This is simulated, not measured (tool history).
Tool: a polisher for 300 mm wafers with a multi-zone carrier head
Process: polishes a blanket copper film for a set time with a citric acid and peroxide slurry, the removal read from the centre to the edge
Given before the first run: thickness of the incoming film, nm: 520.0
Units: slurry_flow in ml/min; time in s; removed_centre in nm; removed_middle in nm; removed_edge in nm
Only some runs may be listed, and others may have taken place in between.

run 1 hour=0 | slurry_flow=300 centre_zone=1 middle_zone=1 edge_zone=1 slurry_solids=1 time=33 | removed_centre=55.268 removed_middle=55.674 removed_edge=55.236
run 2 hour=6.2 | slurry_flow=300 centre_zone=1 middle_zone=1 edge_zone=1 slurry_solids=1.1 time=33 | removed_centre=57.265 removed_middle=56.514 removed_edge=57.212
run 3 hour=12.1 | slurry_flow=300 centre_zone=1 middle_zone=0.97 edge_zone=1 slurry_solids=1.1 time=33 | removed_centre=56.816 removed_middle=54.994 removed_edge=55.519
run 4 hour=19.4 | slurry_flow=310 centre_zone=1.02 middle_zone=1.01 edge_zone=1.03 slurry_solids=1.1 time=33 | removed_centre=57.44 removed_middle=57.585 removed_edge=56.525
run 5 hour=27.8 | slurry_flow=310 centre_zone=1.02 middle_zone=1.01 edge_zone=1.1 slurry_solids=1.1 time=33 | removed_centre=57.987 removed_middle=57.271 removed_edge=59.301
run 6 hour=32 | slurry_flow=310 centre_zone=1.03 middle_zone=1.03 edge_zone=1.12 slurry_solids=1.2 time=33 | removed_centre=59.671 removed_middle=59.84 removed_edge=61.07
run 7 hour=35.5 | slurry_flow=315 centre_zone=1.04 middle_zone=1.04 edge_zone=1.13 slurry_solids=1.25 time=33 | removed_centre=61.134 removed_middle=60.936 removed_edge=60.374
run 8 hour=44.5 | slurry_flow=315 centre_zone=1.03 middle_zone=1.04 edge_zone=1.14 slurry_solids=1.3 time=34 | removed_centre=63.59 removed_middle=63.175 removed_edge=63.654
run 9 hour=48.2 | slurry_flow=320 centre_zone=1.03 middle_zone=1.04 edge_zone=1.15 slurry_solids=1.35 time=34 | removed_centre=63.938 removed_middle=63.282 removed_edge=64.918

Expected results for the next run?
run 10 hour=56 | slurry_flow=325 centre_zone=1.03 middle_zone=1.05 edge_zone=1.16 slurry_solids=1.35 time=34 | removed_centre=? removed_middle=? removed_edge=?

{"run 10": {"removed_centre": 62.506, "removed_middle": 64.162, "removed_edge": 66.422}}
